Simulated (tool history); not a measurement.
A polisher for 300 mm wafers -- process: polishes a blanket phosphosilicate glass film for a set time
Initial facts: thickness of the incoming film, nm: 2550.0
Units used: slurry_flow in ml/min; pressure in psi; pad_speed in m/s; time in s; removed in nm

{"run": 1, "hour": 0.0, "slurry_flow": 150, "pressure": 3.4, "pad_speed": 0.84, "slurry_solids": 1.0, "time": 89, "removed": 813.74}
{"run": 2, "hour": 7.3, "slurry_flow": 150, "pressure": 3.4, "pad_speed": 0.92, "slurry_solids": 1.0, "time": 89, "removed": 885.57}
{"run": 3, "hour": 15.4, "slurry_flow": 150, "pressure": 3.4, "pad_speed": 0.92, "slurry_solids": 1.1, "time": 89, "removed": 897.92}
{"run": 4, "hour": 21.7, "slurry_flow": 150, "pressure": 3.4, "pad_speed": 0.92, "slurry_solids": 1.1, "time": 89, "removed": 880.74}
{"run": 5, "hour": 25.1, "slurry_flow": 150, "pressure": 3.5, "pad_speed": 0.92, "slurry_solids": 1.1, "time": 89, "removed": 907.96}
{"run": 6, "hour": 29.4, "slurry_flow": 150, "pressure": 3.5, "pad_speed": 0.92, "slurry_solids": 1.2, "time": 89, "removed": 931.8}
{"run": 7, "hour": 32.1, "slurry_flow": 150, "pressure": 3.6, "pad_speed": 0.92, "slurry_solids": 1.2, "time": 89, "removed": 969.22}
{"run": 8, "hour": 35.9, "slurry_flow": 150, "pressure": 3.7, "pad_speed": 0.92, "slurry_solids": 1.2, "time": 89, "removed": 978.3}
{"run": 9, "hour": 40.8, "slurry_flow": 150, "pressure": 3.8, "pad_speed": 0.92, "slurry_solids": 1.2, "time": 89, "removed": 995.8}

Predict the results of run 10:
{"run": 10, "hour": 45.1, "slurry_flow": 150, "pressure": 3.8, "pad_speed": 0.92, "slurry_solids": 1.2, "time": 89, "removed": "?"}

removed: 1020.80 nm

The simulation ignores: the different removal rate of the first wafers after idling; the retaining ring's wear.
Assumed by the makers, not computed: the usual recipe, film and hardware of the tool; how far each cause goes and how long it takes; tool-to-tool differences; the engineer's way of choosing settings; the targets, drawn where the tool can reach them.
